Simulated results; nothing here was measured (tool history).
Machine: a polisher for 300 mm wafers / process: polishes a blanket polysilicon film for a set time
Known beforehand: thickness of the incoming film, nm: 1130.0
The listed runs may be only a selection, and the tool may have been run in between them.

run,day,flow of slurry (ml/min),pressure of the wafer on the pad (psi),speed of the pad under the wafer (m/s),polishing time (s),film removed (Å)
1,0,175,2.1,0.98,46,3011.2
2,0.138,195,2.1,0.98,46,3065
3,0.421,185,1.8,0.86,46,2304
4,0.512,185,1.8,0.86,46,2302.2
5,0.796,185,1.8,1.08,46,2868.6
6,0.954,185,1.8,1.32,46,3512.8
7,1.158,175,1.6,1.1,46,2603.2
8,1.246,170,1.4,0.94,46,1967.4
9,1.3,160,1.3,0.84,46,1633

For run 10, what comes out?
10,1.604,150,1.2,0.8,46,?

{"run 10": {"film removed (Å)": 1432.2}}
